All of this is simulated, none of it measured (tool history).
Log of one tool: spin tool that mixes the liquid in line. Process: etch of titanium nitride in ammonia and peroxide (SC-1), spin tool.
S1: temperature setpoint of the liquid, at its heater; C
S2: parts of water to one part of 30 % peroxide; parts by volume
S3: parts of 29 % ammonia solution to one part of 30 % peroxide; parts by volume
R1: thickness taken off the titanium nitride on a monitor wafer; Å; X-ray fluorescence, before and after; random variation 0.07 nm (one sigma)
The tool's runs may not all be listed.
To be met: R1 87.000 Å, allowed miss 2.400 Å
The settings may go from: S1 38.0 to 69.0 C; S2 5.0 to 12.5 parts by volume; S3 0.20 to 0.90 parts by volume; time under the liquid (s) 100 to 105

Run 1, hour 0.0: S1 53.0 C, S2 7.0 parts by volume, S3 0.50 parts by volume, time under the liquid (s) 100. Result: R1 174.630 Å.
Run 2, hour 5.3: S1 52.0 C, S2 7.0 parts by volume, S3 0.50 parts by volume, time under the liquid (s) 100. Result: R1 162.380 Å.
Run 3, hour 6.6: S1 52.0 C, S2 7.0 parts by volume, S3 0.35 parts by volume, time under the liquid (s) 100. Result: R1 154.180 Å.
Run 4, hour 10.5: S1 52.0 C, S2 7.0 parts by volume, S3 0.35 parts by volume, time under the liquid (s) 105. Result: R1 162.150 Å.
Run 5, hour 15.8: S1 52.0 C, S2 7.0 parts by volume, S3 0.35 parts by volume, time under the liquid (s) 105. Result: R1 160.740 Å.
Run 6, hour 16.9: S1 51.0 C, S2 7.0 parts by volume, S3 0.35 parts by volume, time under the liquid (s) 105. Result: R1 148.610 Å.
Run 7, hour 18.5: S1 50.0 C, S2 7.0 parts by volume, S3 0.35 parts by volume, time under the liquid (s) 105. Result: R1 141.990 Å.
Run 8, hour 26.2: S1 49.0 C, S2 7.0 parts by volume, S3 0.35 parts by volume, time under the liquid (s) 105. Result: R1 129.530 Å.
Run 9, hour 34.8: S1 48.5 C, S2 7.0 parts by volume, S3 0.35 parts by volume, time under the liquid (s) 105. Result: R1 127.740 Å.
Run 10, hour 36.6: S1 48.0 C, S2 7.0 parts by volume, S3 0.35 parts by volume, time under the liquid (s) 105. Result: R1 122.490 Å.
Run 11, hour 45.1: S1 47.5 C, S2 7.0 parts by volume, S3 0.35 parts by volume, time under the liquid (s) 105. Result: R1 119.970 Å.
Run 12, hour 51.1: S1 42.0 C, S2 7.0 parts by volume, S3 0.35 parts by volume, time under the liquid (s) 105. Result: R1 80.367 Å.
Run 13, hour 55.2: S1 42.5 C, S2 7.0 parts by volume, S3 0.35 parts by volume, time under the liquid (s) 105. Result: R1 83.118 Å.
Run 14, hour 58.6: S1 42.5 C, S2 7.0 parts by volume, S3 0.35 parts by volume, time under the liquid (s) 105. Result: R1 81.750 Å.

4 next moves are on the table. One of them brings every result within its allowed miss. Which?
Run A, hour 62.0: S1 44.0 C, S2 7.0 parts by volume, S3 0.35 parts by volume, time under the liquid (s) 100. Result: R1 ?.
Run B, hour 62.0: S1 42.5 C, S2 5.0 parts by volume, S3 0.30 parts by volume, time under the liquid (s) 100. Result: R1 ?.
Run C, hour 62.0: S1 45.0 C, S2 6.5 parts by volume, S3 0.30 parts by volume, time under the liquid (s) 100. Result: R1 ?.
Run D, hour 62.0: S1 44.0 C, S2 6.5 parts by volume, S3 0.30 parts by volume, time under the liquid (s) 105. Result: R1 ?.

move      R1
   A  87.287
   B  89.871
   C  94.762
   D  92.577
A: meets every target
B: takes the result that was furthest off past its target
C: takes the result that was furthest off past its target
D: takes the result that was furthest off past its target
Answer: A

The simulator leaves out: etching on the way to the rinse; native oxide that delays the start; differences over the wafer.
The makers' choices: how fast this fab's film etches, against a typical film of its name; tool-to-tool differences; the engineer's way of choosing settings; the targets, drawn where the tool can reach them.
